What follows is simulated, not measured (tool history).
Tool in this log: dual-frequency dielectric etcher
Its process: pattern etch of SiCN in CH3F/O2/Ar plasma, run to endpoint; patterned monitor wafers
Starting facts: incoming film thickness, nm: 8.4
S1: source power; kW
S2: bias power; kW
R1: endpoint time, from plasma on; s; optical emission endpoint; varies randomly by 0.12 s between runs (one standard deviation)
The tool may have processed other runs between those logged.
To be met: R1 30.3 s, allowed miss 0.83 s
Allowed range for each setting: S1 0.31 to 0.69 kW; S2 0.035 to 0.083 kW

run	day	S1	S2	R1
1	0	0.5	0.059	22.563
2	0.275	0.5	0.051	24.019
3	0.396	0.5	0.057	22.757
4	0.554	0.5	0.063	22.064
5	0.679	0.5	0.067	21.527
6	0.983	0.5	0.077	20.334
7	1.117	0.44	0.064	23.548
8	1.4	0.4	0.059	25.831
9	1.483	0.37	0.057	27.873
10	1.638	0.35	0.057	28.821
11	1.896	0.34	0.057	29.426

5 candidate next runs follow, results not yet known. Just one meets every target within its allowed miss. Identify it.
A	2.154	0.34	0.062	?
B	2.154	0.34	0.061	?
C	2.154	0.36	0.041	?
D	2.154	0.32	0.068	?
E	2.154	0.34	0.053	?

move	R1
A	28.461
B	28.658
C	32.415
D	28.657
E	30.408
A: lands further from the targets than the last run did
B: lands further from the targets than the last run did
C: the result that was furthest off in the last run now lies on the other side of its target
D: lands further from the targets than the last run did
E: in spec on every target
E meets every target.
